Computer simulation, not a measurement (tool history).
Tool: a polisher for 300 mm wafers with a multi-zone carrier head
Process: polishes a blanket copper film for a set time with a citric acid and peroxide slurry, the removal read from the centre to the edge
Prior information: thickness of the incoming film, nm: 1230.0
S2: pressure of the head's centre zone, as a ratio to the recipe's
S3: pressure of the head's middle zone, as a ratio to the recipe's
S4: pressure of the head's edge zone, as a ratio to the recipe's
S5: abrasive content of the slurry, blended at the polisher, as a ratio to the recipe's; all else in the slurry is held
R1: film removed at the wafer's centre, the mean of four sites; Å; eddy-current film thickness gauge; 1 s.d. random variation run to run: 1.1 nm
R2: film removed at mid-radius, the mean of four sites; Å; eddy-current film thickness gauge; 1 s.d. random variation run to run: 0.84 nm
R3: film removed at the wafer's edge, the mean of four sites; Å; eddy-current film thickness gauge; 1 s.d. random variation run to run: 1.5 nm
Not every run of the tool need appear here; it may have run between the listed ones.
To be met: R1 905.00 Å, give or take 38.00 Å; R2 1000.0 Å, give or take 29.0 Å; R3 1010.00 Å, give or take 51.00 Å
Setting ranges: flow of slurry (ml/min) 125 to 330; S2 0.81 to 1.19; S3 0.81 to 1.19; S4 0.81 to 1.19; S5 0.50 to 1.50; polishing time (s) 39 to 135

Run 1, day 0.000: flow of slurry (ml/min) 210, S2 1.00, S3 1.00, S4 1.00, S5 1.00, polishing time (s) 87. Result: R1 1718.50 Å, R2 1703.8 Å, R3 1797.90 Å.
Run 2, day 0.292: flow of slurry (ml/min) 210, S2 1.00, S3 1.00, S4 1.00, S5 1.00, polishing time (s) 102. Result: R1 2021.60 Å, R2 1945.6 Å, R3 2095.20 Å.
Run 3, day 0.650: flow of slurry (ml/min) 205, S2 0.97, S3 0.98, S4 0.96, S5 0.85, polishing time (s) 86. Result: R1 1579.50 Å, R2 1612.3 Å, R3 1641.50 Å.
Run 4, day 0.933: flow of slurry (ml/min) 195, S2 0.94, S3 0.94, S4 0.94, S5 0.75, polishing time (s) 77. Result: R1 1362.10 Å, R2 1347.2 Å, R3 1449.60 Å.
Run 5, day 0.992: flow of slurry (ml/min) 240, S2 0.94, S3 0.94, S4 0.94, S5 0.75, polishing time (s) 77. Result: R1 1388.50 Å, R2 1367.3 Å, R3 1489.90 Å.
Run 6, day 1.158: flow of slurry (ml/min) 240, S2 0.94, S3 0.94, S4 0.99, S5 0.75, polishing time (s) 77. Result: R1 1389.20 Å, R2 1374.1 Å, R3 1494.30 Å.
Run 7, day 1.271: flow of slurry (ml/min) 230, S2 0.92, S3 0.94, S4 0.97, S5 0.65, polishing time (s) 69. Result: R1 1172.10 Å, R2 1174.8 Å, R3 1316.40 Å.
Run 8, day 1.442: flow of slurry (ml/min) 220, S2 0.92, S3 0.96, S4 0.93, S5 0.60, polishing time (s) 65. Result: R1 1104.30 Å, R2 1108.2 Å, R3 1163.60 Å.
Run 9, day 1.617: flow of slurry (ml/min) 210, S2 0.89, S3 0.97, S4 0.92, S5 0.55, polishing time (s) 64. Result: R1 1020.90 Å, R2 1091.4 Å, R3 1150.10 Å.
Run 10, day 1.750: flow of slurry (ml/min) 205, S2 0.88, S3 0.97, S4 0.90, S5 0.55, polishing time (s) 62. Result: R1 962.15 Å, R2 1050.7 Å, R3 1093.80 Å.

Which one of the following 4 next-run settings gets every result inside its allowed miss? There is exactly one.
Run A, day 1.883: flow of slurry (ml/min) 170, S2 0.88, S3 0.99, S4 0.88, S5 0.55, polishing time (s) 60. Result: R1 ?, R2 ?, R3 ?.
Run B, day 1.883: flow of slurry (ml/min) 195, S2 0.86, S3 1.11, S4 0.84, S5 0.60, polishing time (s) 60. Result: R1 ?, R2 ?, R3 ?.
Run C, day 1.883: flow of slurry (ml/min) 195, S2 1.01, S3 1.06, S4 0.88, S5 0.50, polishing time (s) 58. Result: R1 ?, R2 ?, R3 ?.
Run D, day 1.883: flow of slurry (ml/min) 320, S2 0.82, S3 0.82, S4 1.05, S5 0.70, polishing time (s) 64. Result: R1 ?, R2 ?, R3 ?.

move       R1      R2       R3
   A   922.03  1015.3  1037.60
   B   931.77  1154.3  1046.60
   C  1027.10  1039.7   998.29
   D  1025.30  1030.4  1297.30
A: every result within its allowed miss
B: moves away from the targets compared with the last run
C: moves away from the targets compared with the last run
D: moves away from the targets compared with the last run
The move that meets every target is A.
